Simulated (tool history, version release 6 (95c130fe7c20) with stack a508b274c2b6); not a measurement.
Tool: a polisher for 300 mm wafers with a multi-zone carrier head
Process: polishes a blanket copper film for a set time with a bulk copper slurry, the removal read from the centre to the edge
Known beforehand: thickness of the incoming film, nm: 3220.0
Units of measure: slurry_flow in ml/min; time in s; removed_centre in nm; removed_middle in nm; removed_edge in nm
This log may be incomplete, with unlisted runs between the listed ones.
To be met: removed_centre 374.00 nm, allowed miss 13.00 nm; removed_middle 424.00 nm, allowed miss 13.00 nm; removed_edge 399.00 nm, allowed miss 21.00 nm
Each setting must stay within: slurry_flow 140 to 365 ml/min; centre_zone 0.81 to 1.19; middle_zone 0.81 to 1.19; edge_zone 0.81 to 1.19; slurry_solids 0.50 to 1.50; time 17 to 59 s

Run 1, day 0.000: slurry_flow 235 ml/min, centre_zone 1.00, middle_zone 1.00, edge_zone 1.00, slurry_solids 1.00, time 38 s. Result: removed_centre 351.98 nm, removed_middle 354.46 nm, removed_edge 356.45 nm.
Run 2, day 0.129: slurry_flow 235 ml/min, centre_zone 1.00, middle_zone 1.00, edge_zone 1.00, slurry_solids 1.00, time 46 s. Result: removed_centre 427.58 nm, removed_middle 426.51 nm, removed_edge 426.39 nm.
Run 3, day 0.321: slurry_flow 235 ml/min, centre_zone 1.00, middle_zone 1.00, edge_zone 0.95, slurry_solids 1.00, time 46 s. Result: removed_centre 422.32 nm, removed_middle 434.96 nm, removed_edge 411.52 nm.
Run 4, day 0.488: slurry_flow 235 ml/min, centre_zone 1.00, middle_zone 1.00, edge_zone 0.95, slurry_solids 1.10, time 46 s. Result: removed_centre 429.84 nm, removed_middle 436.69 nm, removed_edge 425.68 nm.
Run 5, day 0.662: slurry_flow 235 ml/min, centre_zone 1.00, middle_zone 1.00, edge_zone 0.95, slurry_solids 0.95, time 46 s. Result: removed_centre 421.04 nm, removed_middle 430.47 nm, removed_edge 412.95 nm.
Run 6, day 0.858: slurry_flow 235 ml/min, centre_zone 1.00, middle_zone 1.00, edge_zone 0.95, slurry_solids 0.75, time 46 s. Result: removed_centre 405.44 nm, removed_middle 411.07 nm, removed_edge 394.51 nm.
Run 7, day 1.050: slurry_flow 230 ml/min, centre_zone 0.98, middle_zone 1.01, edge_zone 0.95, slurry_solids 0.75, time 46 s. Result: removed_centre 400.76 nm, removed_middle 413.46 nm, removed_edge 403.94 nm.
Run 8, day 1.417: slurry_flow 230 ml/min, centre_zone 0.96, middle_zone 1.02, edge_zone 0.93, slurry_solids 0.75, time 46 s. Result: removed_centre 397.49 nm, removed_middle 421.34 nm, removed_edge 400.24 nm.

Exactly one of the 5 candidate moves below puts every result within its allowed miss. Which one?
Run A, day 1.783: slurry_flow 245 ml/min, centre_zone 0.98, middle_zone 1.05, edge_zone 0.89, slurry_solids 0.70, time 46 s. Result: removed_centre ?, removed_middle ?, removed_edge ?.
Run B, day 1.783: slurry_flow 140 ml/min, centre_zone 1.01, middle_zone 1.00, edge_zone 0.97, slurry_solids 0.50, time 54 s. Result: removed_centre ?, removed_middle ?, removed_edge ?.
Run C, day 1.783: slurry_flow 260 ml/min, centre_zone 0.91, middle_zone 1.01, edge_zone 0.91, slurry_solids 0.65, time 47 s. Result: removed_centre ?, removed_middle ?, removed_edge ?.
Run D, day 1.783: slurry_flow 310 ml/min, centre_zone 1.08, middle_zone 1.07, edge_zone 0.92, slurry_solids 0.65, time 44 s. Result: removed_centre ?, removed_middle ?, removed_edge ?.
Run E, day 1.783: slurry_flow 270 ml/min, centre_zone 0.96, middle_zone 0.95, edge_zone 0.95, slurry_solids 0.75, time 48 s. Result: removed_centre ?, removed_middle ?, removed_edge ?.

move  removed_centre  removed_middle  removed_edge
   A          395.24          423.75        388.31
   B          414.29          418.15        426.15
   C          373.77          417.75        399.08
   D          424.45          417.85        380.38
   E          412.59          414.83        425.74
A: moves toward the targets from the last run without getting all of them in spec
B: further off than the last run
C: meets every target
D: further off than the last run
E: further off than the last run
The right move is C.
